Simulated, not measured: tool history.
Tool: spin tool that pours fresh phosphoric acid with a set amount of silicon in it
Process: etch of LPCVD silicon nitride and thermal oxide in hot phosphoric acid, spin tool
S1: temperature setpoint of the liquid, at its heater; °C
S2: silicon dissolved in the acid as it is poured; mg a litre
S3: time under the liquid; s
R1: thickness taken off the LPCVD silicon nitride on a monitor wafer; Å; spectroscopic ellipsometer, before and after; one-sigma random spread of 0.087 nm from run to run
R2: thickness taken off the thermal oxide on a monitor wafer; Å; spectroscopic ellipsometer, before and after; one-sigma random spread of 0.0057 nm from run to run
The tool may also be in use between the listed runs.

{"run": 1, "day": 0.0, "S1": 161, "S2": 22.5, "S3": 180, "R1": 136.17, "R2": 2.2764}
{"run": 2, "day": 0.092, "S1": 161, "S2": 22.5, "S3": 235, "R1": 179.14, "R2": 3.0054}
{"run": 3, "day": 0.258, "S1": 160, "S2": 30, "S3": 215, "R1": 155.26, "R2": 2.2668}
{"run": 4, "day": 0.633, "S1": 159.5, "S2": 36, "S3": 200, "R1": 143.25, "R2": 1.3338}
{"run": 5, "day": 0.962, "S1": 158.5, "S2": 36, "S3": 200, "R1": 137.04, "R2": 1.2048}
{"run": 6, "day": 1.329, "S1": 158, "S2": 37, "S3": 190, "R1": 128.71, "R2": 1.1647}

Forecast run 7:
{"run": 7, "day": 1.671, "S1": 157, "S2": 50, "S3": 165, "R1": "?", "R2": "?"}

Run 7 produced R1 107.82 Å, R2 0.54099 Å.

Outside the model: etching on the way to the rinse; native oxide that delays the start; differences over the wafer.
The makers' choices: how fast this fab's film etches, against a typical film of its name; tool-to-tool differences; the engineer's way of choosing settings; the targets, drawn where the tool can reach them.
